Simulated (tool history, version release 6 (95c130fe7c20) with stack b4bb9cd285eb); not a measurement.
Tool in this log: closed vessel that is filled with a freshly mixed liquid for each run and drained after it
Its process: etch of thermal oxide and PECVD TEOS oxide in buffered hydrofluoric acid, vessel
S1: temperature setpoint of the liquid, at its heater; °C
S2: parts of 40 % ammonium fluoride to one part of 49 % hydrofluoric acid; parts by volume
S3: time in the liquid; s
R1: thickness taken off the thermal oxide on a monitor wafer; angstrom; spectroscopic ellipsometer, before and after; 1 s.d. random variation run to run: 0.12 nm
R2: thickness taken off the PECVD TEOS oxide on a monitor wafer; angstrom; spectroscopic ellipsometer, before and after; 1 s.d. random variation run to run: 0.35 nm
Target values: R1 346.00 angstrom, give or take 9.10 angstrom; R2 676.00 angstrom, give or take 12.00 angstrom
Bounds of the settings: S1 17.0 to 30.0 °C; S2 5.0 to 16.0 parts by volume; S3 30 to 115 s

{"run": 1, "hour": 0.0, "S1": 22.0, "S2": 9.5, "S3": 60, "R1": 680.74, "R2": 1317.0}
{"run": 2, "hour": 6.1, "S1": 22.0, "S2": 9.5, "S3": 35, "R1": 392.89, "R2": 768.14}
{"run": 3, "hour": 12.6, "S1": 22.0, "S2": 9.5, "S3": 30, "R1": 336.16, "R2": 655.85}
{"run": 4, "hour": 18.1, "S1": 22.0, "S2": 9.5, "S3": 30, "R1": 336.82, "R2": 660.61}
{"run": 5, "hour": 22.3, "S1": 19.5, "S2": 9.5, "S3": 30, "R1": 292.97, "R2": 575.21}
{"run": 6, "hour": 27.9, "S1": 20.0, "S2": 9.5, "S3": 30, "R1": 302.72, "R2": 589.62}
{"run": 7, "hour": 34.9, "S1": 21.5, "S2": 9.5, "S3": 30, "R1": 327.91, "R2": 638.5}
{"run": 8, "hour": 37.6, "S1": 22.0, "S2": 9.5, "S3": 30, "R1": 336.61, "R2": 656.6}

Of the 4 settings listed for the next run, only one would bring every result within its allowed miss of target. Which one?
{"run": "A", "hour": 40.3, "S1": 25.5, "S2": 11.5, "S3": 30, "R1": "?", "R2": "?"}
{"run": "B", "hour": 40.3, "S1": 22.0, "S2": 10.5, "S3": 35, "R1": "?", "R2": "?"}
{"run": "C", "hour": 40.3, "S1": 29.0, "S2": 15.5, "S3": 35, "R1": "?", "R2": "?"}
{"run": "D", "hour": 40.3, "S1": 23.0, "S2": 10.5, "S3": 30, "R1": "?", "R2": "?"}

move=A R1=347.93 R2=672.82
move=B R1=366.37 R2=708.47
move=C R1=365.44 R2=706.67
move=D R1=331.81 R2=641.64
A: all results in spec
B: takes the biggest miss from the last run beyond its target
C: takes the biggest miss from the last run beyond its target
D: its largest miss is bigger than the last run's
Answer: A
